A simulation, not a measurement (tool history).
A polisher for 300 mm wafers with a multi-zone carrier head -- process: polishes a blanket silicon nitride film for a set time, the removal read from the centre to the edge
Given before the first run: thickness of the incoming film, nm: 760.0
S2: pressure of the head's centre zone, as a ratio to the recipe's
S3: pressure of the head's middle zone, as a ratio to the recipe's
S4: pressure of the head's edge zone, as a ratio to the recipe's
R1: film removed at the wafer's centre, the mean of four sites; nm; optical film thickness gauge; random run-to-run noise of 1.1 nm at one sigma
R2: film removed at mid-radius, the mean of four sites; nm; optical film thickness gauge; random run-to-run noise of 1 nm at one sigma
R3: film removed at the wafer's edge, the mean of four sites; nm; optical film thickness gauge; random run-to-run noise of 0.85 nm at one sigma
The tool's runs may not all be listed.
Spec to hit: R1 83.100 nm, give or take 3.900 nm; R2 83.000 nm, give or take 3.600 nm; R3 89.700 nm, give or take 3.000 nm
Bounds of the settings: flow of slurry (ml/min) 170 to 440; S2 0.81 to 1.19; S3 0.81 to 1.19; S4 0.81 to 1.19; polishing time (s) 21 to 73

{"run": 1, "hour": 0.0, "flow of slurry (ml/min)": 280, "S2": 1.0, "S3": 1.0, "S4": 1.0, "polishing time (s)": 47, "R1": 103.73, "R2": 99.121, "R3": 104.42}
{"run": 2, "hour": 7.9, "flow of slurry (ml/min)": 280, "S2": 0.98, "S3": 0.99, "S4": 0.99, "polishing time (s)": 46, "R1": 101.06, "R2": 98.371, "R3": 101.78}
{"run": 3, "hour": 16.6, "flow of slurry (ml/min)": 280, "S2": 0.98, "S3": 0.99, "S4": 0.99, "polishing time (s)": 35, "R1": 73.634, "R2": 75.877, "R3": 76.803}
{"run": 4, "hour": 22.6, "flow of slurry (ml/min)": 250, "S2": 0.98, "S3": 0.99, "S4": 0.99, "polishing time (s)": 35, "R1": 74.413, "R2": 74.193, "R3": 76.663}
{"run": 5, "hour": 25.7, "flow of slurry (ml/min)": 255, "S2": 0.98, "S3": 1.0, "S4": 1.01, "polishing time (s)": 36, "R1": 76.005, "R2": 76.552, "R3": 78.348}
{"run": 6, "hour": 34.5, "flow of slurry (ml/min)": 265, "S2": 0.98, "S3": 0.99, "S4": 1.02, "polishing time (s)": 37, "R1": 78.872, "R2": 79.997, "R3": 80.452}
{"run": 7, "hour": 42.2, "flow of slurry (ml/min)": 265, "S2": 0.98, "S3": 0.99, "S4": 1.02, "polishing time (s)": 37, "R1": 78.501, "R2": 78.09, "R3": 82.005}
{"run": 8, "hour": 43.4, "flow of slurry (ml/min)": 270, "S2": 0.98, "S3": 0.99, "S4": 1.03, "polishing time (s)": 37, "R1": 79.967, "R2": 78.968, "R3": 81.579}

Below are 5 possible settings for the next run. Only one of them brings all results inside the allowed miss of their targets. Which is it?
{"run": "A", "hour": 44.6, "flow of slurry (ml/min)": 335, "S2": 1.17, "S3": 1.15, "S4": 1.03, "polishing time (s)": 33, "R1": "?", "R2": "?", "R3": "?"}
{"run": "B", "hour": 44.6, "flow of slurry (ml/min)": 280, "S2": 0.99, "S3": 1.02, "S4": 0.98, "polishing time (s)": 37, "R1": "?", "R2": "?", "R3": "?"}
{"run": "C", "hour": 44.6, "flow of slurry (ml/min)": 265, "S2": 0.86, "S3": 0.9, "S4": 1.02, "polishing time (s)": 41, "R1": "?", "R2": "?", "R3": "?"}
{"run": "D", "hour": 44.6, "flow of slurry (ml/min)": 265, "S2": 0.93, "S3": 0.93, "S4": 1.01, "polishing time (s)": 41, "R1": "?", "R2": "?", "R3": "?"}
{"run": "E", "hour": 44.6, "flow of slurry (ml/min)": 300, "S2": 1.08, "S3": 1.07, "S4": 1.01, "polishing time (s)": 34, "R1": "?", "R2": "?", "R3": "?"}

move=A R1=86.065 R2=81.389 R3=73.529
move=B R1=79.986 R2=81.084 R3=79.599
move=C R1=76.354 R2=80.489 R3=89.681
move=D R1=82.641 R2=82.686 R3=89.216
move=E R1=80.866 R2=78.088 R3=74.549
A: lands further from the targets than the last run did
B: lands further from the targets than the last run did
C: corrects the largest miss of the last run, while another result sits out of spec
D: meets every target
E: lands further from the targets than the last run did
The right move is D.
